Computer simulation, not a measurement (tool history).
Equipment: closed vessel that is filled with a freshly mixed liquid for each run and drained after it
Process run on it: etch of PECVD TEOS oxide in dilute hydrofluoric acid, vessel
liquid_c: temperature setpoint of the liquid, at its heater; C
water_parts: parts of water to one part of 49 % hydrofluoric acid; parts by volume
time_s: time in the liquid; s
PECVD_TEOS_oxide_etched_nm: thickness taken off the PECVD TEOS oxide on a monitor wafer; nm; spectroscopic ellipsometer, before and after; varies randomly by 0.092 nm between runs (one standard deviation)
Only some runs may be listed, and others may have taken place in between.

run 1 hour=0 | liquid_c=21 water_parts=145 time_s=130 | PECVD_TEOS_oxide_etched_nm=14.959
run 2 hour=4.2 | liquid_c=21 water_parts=170 time_s=130 | PECVD_TEOS_oxide_etched_nm=12.216
run 3 hour=6.4 | liquid_c=21 water_parts=170 time_s=85 | PECVD_TEOS_oxide_etched_nm=8.2015
run 4 hour=12.2 | liquid_c=21 water_parts=205 time_s=85 | PECVD_TEOS_oxide_etched_nm=6.56
run 5 hour=18.8 | liquid_c=19 water_parts=205 time_s=85 | PECVD_TEOS_oxide_etched_nm=6.0588
run 6 hour=22.6 | liquid_c=19 water_parts=235 time_s=85 | PECVD_TEOS_oxide_etched_nm=5.0712

Expected results for the next run?
run 7 hour=30.8 | liquid_c=22 water_parts=215 time_s=85 | PECVD_TEOS_oxide_etched_nm=?

{"run 7": {"PECVD_TEOS_oxide_etched_nm": 6.4203}}
